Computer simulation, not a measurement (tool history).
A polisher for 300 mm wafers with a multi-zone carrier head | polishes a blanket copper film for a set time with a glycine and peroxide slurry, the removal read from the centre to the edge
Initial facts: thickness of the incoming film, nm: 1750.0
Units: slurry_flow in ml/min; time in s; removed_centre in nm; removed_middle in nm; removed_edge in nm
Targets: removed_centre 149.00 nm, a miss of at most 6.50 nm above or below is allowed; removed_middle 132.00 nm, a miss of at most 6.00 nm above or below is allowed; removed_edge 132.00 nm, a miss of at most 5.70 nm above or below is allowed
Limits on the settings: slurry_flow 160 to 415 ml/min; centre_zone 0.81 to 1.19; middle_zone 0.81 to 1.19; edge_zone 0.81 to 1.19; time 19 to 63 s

{"run": 1, "hour": 0.0, "slurry_flow": 265, "centre_zone": 1.0, "middle_zone": 1.0, "edge_zone": 1.0, "time": 41, "removed_centre": 232.31, "removed_middle": 231.6, "removed_edge": 227.22}
{"run": 2, "hour": 2.3, "slurry_flow": 265, "centre_zone": 1.0, "middle_zone": 1.0, "edge_zone": 1.0, "time": 48, "removed_centre": 270.06, "removed_middle": 268.06, "removed_edge": 262.07}
{"run": 3, "hour": 7.0, "slurry_flow": 265, "centre_zone": 1.0, "middle_zone": 1.0, "edge_zone": 1.04, "time": 48, "removed_centre": 260.11, "removed_middle": 275.82, "removed_edge": 273.37}
{"run": 4, "hour": 8.7, "slurry_flow": 265, "centre_zone": 0.93, "middle_zone": 1.0, "edge_zone": 1.04, "time": 48, "removed_centre": 253.8, "removed_middle": 265.02, "removed_edge": 276.88}
{"run": 5, "hour": 12.9, "slurry_flow": 220, "centre_zone": 0.93, "middle_zone": 1.0, "edge_zone": 1.04, "time": 48, "removed_centre": 249.59, "removed_middle": 264.93, "removed_edge": 267.58}
{"run": 6, "hour": 16.4, "slurry_flow": 210, "centre_zone": 0.93, "middle_zone": 0.98, "edge_zone": 1.0, "time": 41, "removed_centre": 209.47, "removed_middle": 216.02, "removed_edge": 224.41}
{"run": 7, "hour": 23.0, "slurry_flow": 240, "centre_zone": 1.03, "middle_zone": 1.03, "edge_zone": 0.9, "time": 30, "removed_centre": 170.29, "removed_middle": 166.5, "removed_edge": 157.46}
{"run": 8, "hour": 25.5, "slurry_flow": 235, "centre_zone": 1.03, "middle_zone": 1.01, "edge_zone": 0.88, "time": 28, "removed_centre": 156.06, "removed_middle": 153.59, "removed_edge": 146.29}
{"run": 9, "hour": 29.5, "slurry_flow": 230, "centre_zone": 1.05, "middle_zone": 0.99, "edge_zone": 0.86, "time": 27, "removed_centre": 152.92, "removed_middle": 144.52, "removed_edge": 141.29}
{"run": 10, "hour": 37.7, "slurry_flow": 225, "centre_zone": 1.06, "middle_zone": 0.98, "edge_zone": 0.85, "time": 27, "removed_centre": 153.15, "removed_middle": 142.21, "removed_edge": 137.61}
{"run": 11, "hour": 42.4, "slurry_flow": 220, "centre_zone": 1.06, "middle_zone": 0.97, "edge_zone": 0.84, "time": 27, "removed_centre": 152.95, "removed_middle": 142.63, "removed_edge": 135.66}
{"run": 12, "hour": 44.1, "slurry_flow": 215, "centre_zone": 1.06, "middle_zone": 0.95, "edge_zone": 0.84, "time": 27, "removed_centre": 155.86, "removed_middle": 141.43, "removed_edge": 140.11}
{"run": 13, "hour": 45.1, "slurry_flow": 215, "centre_zone": 1.07, "middle_zone": 0.94, "edge_zone": 0.83, "time": 24, "removed_centre": 137.52, "removed_middle": 125.47, "removed_edge": 119.98}
{"run": 14, "hour": 51.7, "slurry_flow": 205, "centre_zone": 1.08, "middle_zone": 0.94, "edge_zone": 0.86, "time": 25, "removed_centre": 142.47, "removed_middle": 126.1, "removed_edge": 127.63}

Pick the move, out of 4, that brings all results within their allowed miss; only one does.
{"run": "A", "hour": 58.3, "slurry_flow": 195, "centre_zone": 1.06, "middle_zone": 0.91, "edge_zone": 0.81, "time": 27, "removed_centre": "?", "removed_middle": "?", "removed_edge": "?"}
{"run": "B", "hour": 58.3, "slurry_flow": 300, "centre_zone": 1.12, "middle_zone": 1.0, "edge_zone": 0.81, "time": 26, "removed_centre": "?", "removed_middle": "?", "removed_edge": "?"}
{"run": "C", "hour": 58.3, "slurry_flow": 200, "centre_zone": 1.17, "middle_zone": 0.84, "edge_zone": 0.95, "time": 25, "removed_centre": "?", "removed_middle": "?", "removed_edge": "?"}
{"run": "D", "hour": 58.3, "slurry_flow": 245, "centre_zone": 0.92, "middle_zone": 0.91, "edge_zone": 0.82, "time": 26, "removed_centre": "?", "removed_middle": "?", "removed_edge": "?"}

move=A removed_centre=149.97 removed_middle=133.55 removed_edge=134.93
move=B removed_centre=160.30 removed_middle=146.55 removed_edge=134.93
move=C removed_centre=151.44 removed_middle=116.10 removed_edge=134.79
move=D removed_centre=132.88 removed_middle=132.62 removed_edge=133.60
A: all results land within tolerance of their targets
B: moves the result that the last run missed by most past its target, out the other side
C: brings the last run's worst result on target, with another outside its allowed miss
D: further off than the last run
Go with A: it meets all targets.
